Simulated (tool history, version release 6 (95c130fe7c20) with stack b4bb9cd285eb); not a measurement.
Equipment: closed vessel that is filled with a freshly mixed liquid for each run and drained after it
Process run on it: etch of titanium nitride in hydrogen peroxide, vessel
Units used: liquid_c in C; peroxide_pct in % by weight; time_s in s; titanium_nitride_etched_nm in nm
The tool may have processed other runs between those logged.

| run | hour | liquid_c | peroxide_pct | time_s | titanium_nitride_etched_nm |
|---|---|---|---|---|---|
| 1 | 0 | 47 | 16 | 1250 | 69.199 |
| 2 | 4 | 47 | 16 | 1335 | 72.387 |
| 3 | 7.4 | 46.5 | 16 | 1335 | 70.44 |
| 4 | 10.9 | 46.5 | 14 | 1335 | 68.463 |
| 5 | 15.4 | 46 | 14 | 1335 | 66.336 |
| 6 | 23 | 48.5 | 14 | 1335 | 79.508 |

Run 7 has not been measured yet. What should we expect?
| 7 | 28 | 48.5 | 14 | 1335 | ? |

{"run 7": {"titanium_nitride_etched_nm": 79.554}}
